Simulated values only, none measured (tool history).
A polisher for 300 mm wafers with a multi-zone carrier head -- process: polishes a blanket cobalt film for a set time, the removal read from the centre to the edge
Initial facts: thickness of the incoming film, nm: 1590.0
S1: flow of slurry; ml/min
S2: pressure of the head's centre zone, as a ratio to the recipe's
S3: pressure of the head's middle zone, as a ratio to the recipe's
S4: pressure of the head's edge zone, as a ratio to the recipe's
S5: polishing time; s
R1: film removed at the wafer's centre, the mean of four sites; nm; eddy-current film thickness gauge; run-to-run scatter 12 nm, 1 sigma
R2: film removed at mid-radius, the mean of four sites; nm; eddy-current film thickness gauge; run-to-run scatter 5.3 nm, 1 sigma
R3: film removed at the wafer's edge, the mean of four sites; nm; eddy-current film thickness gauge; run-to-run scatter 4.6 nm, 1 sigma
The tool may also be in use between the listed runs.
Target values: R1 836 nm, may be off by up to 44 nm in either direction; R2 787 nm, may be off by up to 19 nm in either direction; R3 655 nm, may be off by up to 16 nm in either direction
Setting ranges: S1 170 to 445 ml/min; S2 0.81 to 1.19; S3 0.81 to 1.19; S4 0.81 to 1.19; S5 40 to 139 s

run	hour	S1	S2	S3	S4	S5	R1	R2	R3
1	0	285	1	1	1	89	575.74	573.86	580.86
2	6.3	285	1	1	0.93	89	597.78	574.88	548.28
3	12.2	285	0.96	1	0.93	89	552.31	578.89	546.97
4	15.9	285	0.96	0.96	0.93	89	568.17	564.03	552.61
5	22.1	305	1.01	1.02	0.93	94	625.89	625.11	581.21
6	25	305	1.01	1.06	0.93	94	628.13	640.18	584.28
7	29.1	320	1.05	1.1	0.93	97	688.74	690.23	610.76
8	33	335	1.08	1.13	0.93	98	676.44	724.05	604.41
9	33.9	320	1.11	1.12	0.92	101	724.52	735.71	626.36
10	35.8	325	1.13	1.11	0.91	103	760.31	745.76	636.81

4 candidate next runs follow, results not yet known. Just one meets every target within its allowed miss. Identify it.
A	37.7	370	1.05	1.12	0.96	98	?	?	?
B	37.7	315	1.19	0.98	0.9	107	?	?	?
C	37.7	390	1.18	1.18	0.9	108	?	?	?
D	37.7	330	1.18	1.14	0.9	107	?	?	?

move	R1	R2	R3
A	687.38	711.27	619.15
B	837.22	685.61	651.99
C	852.13	822.11	663.26
D	834.15	782.27	652.14
A: the biggest miss grows against the last run
B: the biggest miss grows against the last run
C: the result that was furthest off in the last run now lies on the other side of its target
D: every result lands within tolerance
The right move is D.
